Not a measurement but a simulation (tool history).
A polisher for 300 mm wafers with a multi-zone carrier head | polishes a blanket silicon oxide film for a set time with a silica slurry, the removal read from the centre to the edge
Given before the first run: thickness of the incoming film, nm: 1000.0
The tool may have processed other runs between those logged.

| run | hour | flow of slurry (ml/min) | pressure of the head's centre zone | pressure of the head's middle zone | pressure of the head's edge zone | abrasive content of the slurry | polishing time (s) | film removed at the wafer's centre (nm) | film removed at mid-radius (nm) | film removed at the wafer's edge (nm) |
|---|---|---|---|---|---|---|---|---|---|---|
| 1 | 0 | 210 | 1 | 1 | 1 | 1 | 30 | 61.361 | 62.335 | 63.308 |
| 2 | 3.7 | 210 | 1 | 1 | 1 | 1 | 27 | 54.633 | 56.017 | 57.247 |
| 3 | 12.3 | 220 | 1 | 1.01 | 1.05 | 1.15 | 29 | 62.96 | 65.402 | 65.93 |
| 4 | 18.6 | 220 | 1 | 1.01 | 1.05 | 1.15 | 27 | 59.296 | 59.8 | 62.913 |
| 5 | 22 | 230 | 1 | 1.01 | 1.09 | 1.25 | 29 | 65.536 | 67.461 | 72.113 |
| 6 | 28.3 | 230 | 1 | 1.07 | 1.09 | 1.25 | 29 | 65.075 | 70.093 | 69.063 |
| 7 | 29.7 | 240 | 1.01 | 1.06 | 1.11 | 1.3 | 31 | 73.725 | 76.782 | 77.06 |

Run 8 comes next. What will it give?
| 8 | 33 | 245 | 1.01 | 1.05 | 1.13 | 1.35 | 32 | ? | ? | ? |

{"run 8": {"film removed at the wafer's centre (nm)": 75.796, "film removed at mid-radius (nm)": 78.966, "film removed at the wafer's edge (nm)": 82.929}}
